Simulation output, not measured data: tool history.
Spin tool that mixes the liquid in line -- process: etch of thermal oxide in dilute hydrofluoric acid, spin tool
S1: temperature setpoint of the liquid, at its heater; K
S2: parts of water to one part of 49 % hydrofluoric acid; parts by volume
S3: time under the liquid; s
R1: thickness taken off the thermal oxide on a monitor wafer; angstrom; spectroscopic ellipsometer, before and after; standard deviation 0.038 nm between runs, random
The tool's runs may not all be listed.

{"run": 1, "hour": 0.0, "S1": 297.15, "S2": 55, "S3": 30, "R1": 28.299}
{"run": 2, "hour": 8.8, "S1": 298.65, "S2": 50, "S3": 30, "R1": 33.21}
{"run": 3, "hour": 13.6, "S1": 298.65, "S2": 50, "S3": 25, "R1": 27.9}
{"run": 4, "hour": 14.2, "S1": 295.65, "S2": 50, "S3": 25, "R1": 24.602}
{"run": 5, "hour": 20.0, "S1": 297.65, "S2": 45, "S3": 25, "R1": 30.196}
{"run": 6, "hour": 24.7, "S1": 299.15, "S2": 40, "S3": 25, "R1": 35.953}
{"run": 7, "hour": 27.0, "S1": 303.15, "S2": 20, "S3": 30, "R1": 104.97}
{"run": 8, "hour": 32.8, "S1": 302.65, "S2": 20, "S3": 30, "R1": 103.86}

What will run 9 give?
{"run": 9, "hour": 40.7, "S1": 302.15, "S2": 20, "S3": 30, "R1": "?"}

R1: 100.620 angstrom
